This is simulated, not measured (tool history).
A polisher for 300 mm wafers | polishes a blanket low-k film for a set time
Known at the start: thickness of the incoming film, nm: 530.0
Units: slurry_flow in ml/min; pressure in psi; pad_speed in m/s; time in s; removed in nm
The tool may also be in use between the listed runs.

run 1 hour=0 | slurry_flow=290 pressure=1.9 pad_speed=1.24 slurry_solids=1 time=46 | removed=24.226
run 2 hour=8.8 | slurry_flow=290 pressure=1.8 pad_speed=1.22 slurry_solids=1 time=46 | removed=22.661
run 3 hour=9.6 | slurry_flow=290 pressure=1.8 pad_speed=1.02 slurry_solids=1 time=46 | removed=19.528
run 4 hour=13.7 | slurry_flow=290 pressure=2.2 pad_speed=1.02 slurry_solids=1 time=46 | removed=24.552
run 5 hour=16.8 | slurry_flow=290 pressure=2.1 pad_speed=1.02 slurry_solids=1 time=46 | removed=23.021
run 6 hour=18.5 | slurry_flow=290 pressure=2.1 pad_speed=1.02 slurry_solids=1.2 time=46 | removed=25.714

Forecast run 7:
-- hour=26.7 head pressure recalibrated
run 7 hour=26.7 | slurry_flow=290 pressure=2 pad_speed=1 slurry_solids=1.2 time=46 | removed=?

Run 7 gave removed 25.579 nm.
